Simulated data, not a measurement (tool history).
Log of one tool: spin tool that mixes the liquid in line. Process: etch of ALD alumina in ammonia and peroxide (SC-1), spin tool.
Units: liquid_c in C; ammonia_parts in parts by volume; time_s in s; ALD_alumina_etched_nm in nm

run,hour,liquid_c,ammonia_parts,time_s,ALD_alumina_etched_nm
1,0,57,0.75,295,16.394
2,1.5,56,0.75,295,15.68
3,6.9,56,0.5,295,15.245
4,16,56,0.3,295,14.307
5,19,56,0.2,295,14.02
6,26,52,0.2,295,10.956

Estimate the outcome of run 7 from the log above:
7,32.4,52.5,0.2,295,?

{"run 7": {"ALD_alumina_etched_nm": 11.555}}
